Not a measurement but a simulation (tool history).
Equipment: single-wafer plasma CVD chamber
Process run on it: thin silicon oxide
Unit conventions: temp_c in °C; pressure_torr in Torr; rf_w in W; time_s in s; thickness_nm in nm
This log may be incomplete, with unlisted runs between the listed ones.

| run | day | temp_c | pressure_torr | rf_w | time_s | thickness_nm |
|---|---|---|---|---|---|---|
| 1 | 0 | 425 | 0.717 | 320 | 3.2 | 5.3483 |
| 2 | 0.054 | 425 | 0.717 | 320 | 3.2 | 5.3786 |
| 3 | 0.179 | 425 | 0.717 | 280 | 3.2 | 5.0943 |
| 4 | 0.467 | 429 | 0.717 | 280 | 3.2 | 5.0376 |
| 5 | 0.804 | 429 | 0.717 | 280 | 3.04 | 4.7796 |
| 6 | 1.004 | 430 | 0.696 | 280 | 3.04 | 4.6759 |
| 7 | 1.288 | 430 | 0.696 | 280 | 3.04 | 4.6117 |

Forecast run 8:
| 8 | 1.396 | 431 | 0.68 | 280 | 3.04 | ? |

{"run 8": {"thickness_nm": 4.5609}}

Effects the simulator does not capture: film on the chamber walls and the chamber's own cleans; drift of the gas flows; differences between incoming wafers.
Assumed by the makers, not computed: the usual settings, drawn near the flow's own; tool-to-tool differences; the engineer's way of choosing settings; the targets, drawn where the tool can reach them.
